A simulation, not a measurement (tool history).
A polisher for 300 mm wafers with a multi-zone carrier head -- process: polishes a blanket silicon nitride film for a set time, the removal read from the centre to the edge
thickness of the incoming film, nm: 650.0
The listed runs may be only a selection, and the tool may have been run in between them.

run,day,flow of slurry (ml/min),pressure of the head's centre zone,pressure of the head's middle zone,pressure of the head's edge zone,polishing time (s),film removed at the wafer's centre (angstrom),film removed at mid-radius (angstrom),film removed at the wafer's edge (angstrom)
1,0,290,1,1,1,87,1101,1108,1071.8
2,0.375,275,1.01,0.94,0.99,80,1015.8,946.01,983.53
3,0.55,260,1.01,0.9,0.95,77,974.24,890.88,934.9
4,0.812,260,1.01,0.9,0.95,58,735.56,666.33,694.38
5,0.992,320,1.01,0.9,0.95,58,743.06,672.15,713.96
6,1.075,330,1.05,0.91,1.01,60,805.71,722.64,765.71
7,1.3,335,1.08,0.89,1.04,60,835.75,704.35,772.26
8,1.4,340,1.09,0.89,1.08,60,845.6,711.84,789.99
9,1.542,340,1.1,0.89,1.11,60,847.37,691.18,813.69

Run 10, settings as shown, results not yet in. Your forecast:
10,1.783,345,1.11,0.9,1.12,60,?,?,?

For run 10 the tool returned film removed at the wafer's centre (angstrom) 857.71, film removed at mid-radius (angstrom) 708.57, film removed at the wafer's edge (angstrom) 798.37.
